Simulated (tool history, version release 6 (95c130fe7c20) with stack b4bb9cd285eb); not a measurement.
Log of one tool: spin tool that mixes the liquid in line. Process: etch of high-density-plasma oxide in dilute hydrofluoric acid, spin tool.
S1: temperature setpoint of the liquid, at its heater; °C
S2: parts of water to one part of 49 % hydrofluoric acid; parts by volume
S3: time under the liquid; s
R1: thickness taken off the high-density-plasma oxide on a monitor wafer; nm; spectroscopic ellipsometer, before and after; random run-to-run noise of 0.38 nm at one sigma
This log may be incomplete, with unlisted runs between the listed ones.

run,hour,S1,S2,S3,R1
1,0,24,125,325,14.972
2,5.7,24,85,325,23.209
3,10.5,24,45,325,46.515
4,19,24,45,325,46.572
5,24.2,24,30,325,70.6
6,27.7,24,55,325,37.367
7,31.7,25.5,55,325,39.803
8,37.1,25.5,50,325,44.03
9,40.4,25.5,45,325,49.564
10,43.6,26.5,45,325,52.086
11,49,27,45,325,52.078
12,49.8,28,45,325,54.782
13,53,28.5,45,325,55.573
14,54.2,29,45,325,56.535

Run 15 has not been measured yet. What should we expect?
15,58.7,29.5,45,325,?

Run 15 produced R1 57.834 nm.
